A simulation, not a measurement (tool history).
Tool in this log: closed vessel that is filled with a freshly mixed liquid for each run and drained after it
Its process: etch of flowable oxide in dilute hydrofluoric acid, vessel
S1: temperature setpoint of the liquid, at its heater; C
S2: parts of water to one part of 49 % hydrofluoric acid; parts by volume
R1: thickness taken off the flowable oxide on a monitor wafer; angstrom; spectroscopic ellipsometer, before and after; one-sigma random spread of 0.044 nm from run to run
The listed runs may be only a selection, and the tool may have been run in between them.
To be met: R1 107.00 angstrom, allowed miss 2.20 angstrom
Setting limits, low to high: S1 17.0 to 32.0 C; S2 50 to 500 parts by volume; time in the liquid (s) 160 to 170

{"run": 1, "hour": 0.0, "S1": 24.0, "S2": 275, "time in the liquid (s)": 160, "R1": 181.93}
{"run": 2, "hour": 5.6, "S1": 22.5, "S2": 290, "time in the liquid (s)": 160, "R1": 162.26}
{"run": 3, "hour": 8.1, "S1": 22.5, "S2": 340, "time in the liquid (s)": 160, "R1": 131.78}
{"run": 4, "hour": 9.6, "S1": 22.5, "S2": 290, "time in the liquid (s)": 160, "R1": 161.97}
{"run": 5, "hour": 13.5, "S1": 22.5, "S2": 290, "time in the liquid (s)": 160, "R1": 161.59}
{"run": 6, "hour": 22.3, "S1": 21.0, "S2": 305, "time in the liquid (s)": 160, "R1": 144.45}
{"run": 7, "hour": 27.2, "S1": 20.0, "S2": 315, "time in the liquid (s)": 160, "R1": 132.85}
{"run": 8, "hour": 30.5, "S1": 19.5, "S2": 320, "time in the liquid (s)": 160, "R1": 128.18}
{"run": 9, "hour": 34.5, "S1": 19.0, "S2": 325, "time in the liquid (s)": 160, "R1": 123.04}
{"run": 10, "hour": 42.4, "S1": 19.0, "S2": 325, "time in the liquid (s)": 160, "R1": 123.35}
{"run": 11, "hour": 45.6, "S1": 19.0, "S2": 325, "time in the liquid (s)": 160, "R1": 122.71}

4 next moves are on the table. One of them brings every result within its allowed miss. Which?
{"run": "A", "hour": 48.8, "S1": 18.5, "S2": 365, "time in the liquid (s)": 170, "R1": "?"}
{"run": "B", "hour": 48.8, "S1": 17.0, "S2": 285, "time in the liquid (s)": 170, "R1": "?"}
{"run": "C", "hour": 48.8, "S1": 18.5, "S2": 355, "time in the liquid (s)": 160, "R1": "?"}
{"run": "D", "hour": 48.8, "S1": 20.5, "S2": 390, "time in the liquid (s)": 160, "R1": "?"}

move=A R1=110.27
move=B R1=143.12
move=C R1=107.61
move=D R1=101.94
A: gains on the last run, yet a result remains outside its allowed miss
B: the biggest miss grows against the last run
C: each result inside its tolerance
D: takes the biggest miss from the last run beyond its target
So the answer is move C, the one that meets all the targets.
